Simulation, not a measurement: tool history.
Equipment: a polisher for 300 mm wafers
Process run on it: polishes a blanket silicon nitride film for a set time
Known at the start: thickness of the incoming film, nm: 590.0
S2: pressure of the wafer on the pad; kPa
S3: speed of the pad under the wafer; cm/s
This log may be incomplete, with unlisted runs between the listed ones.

Run 1, hour 0: flow of slurry (ml/min) 290, S2 29 kPa, S3 90 cm/s, polishing time (s) 107. Result: film removed (nm) 226.54.
Run 2, hour 7.3: flow of slurry (ml/min) 290, S2 23.4 kPa, S3 90 cm/s, polishing time (s) 107. Result: film removed (nm) 187.31.
Run 3, hour 10.8: flow of slurry (ml/min) 295, S2 26.2 kPa, S3 90 cm/s, polishing time (s) 107. Result: film removed (nm) 206.92.
Run 4, hour 17.5: flow of slurry (ml/min) 295, S2 30.3 kPa, S3 90 cm/s, polishing time (s) 107. Result: film removed (nm) 235.83.
Run 5, hour 22.8: flow of slurry (ml/min) 265, S2 30.3 kPa, S3 90 cm/s, polishing time (s) 107. Result: film removed (nm) 234.58.
Run 6, hour 23.3: flow of slurry (ml/min) 265, S2 30.3 kPa, S3 82 cm/s, polishing time (s) 107. Result: film removed (nm) 219.48.
Run 7, hour 28.9: flow of slurry (ml/min) 265, S2 31.7 kPa, S3 82 cm/s, polishing time (s) 107. Result: film removed (nm) 230.32.

Run 8 has not been measured yet. What should we expect?
Run 8, hour 37.2: flow of slurry (ml/min) 265, S2 33.1 kPa, S3 82 cm/s, polishing time (s) 107. Result: film removed (nm) ?.

film removed (nm): 240.01

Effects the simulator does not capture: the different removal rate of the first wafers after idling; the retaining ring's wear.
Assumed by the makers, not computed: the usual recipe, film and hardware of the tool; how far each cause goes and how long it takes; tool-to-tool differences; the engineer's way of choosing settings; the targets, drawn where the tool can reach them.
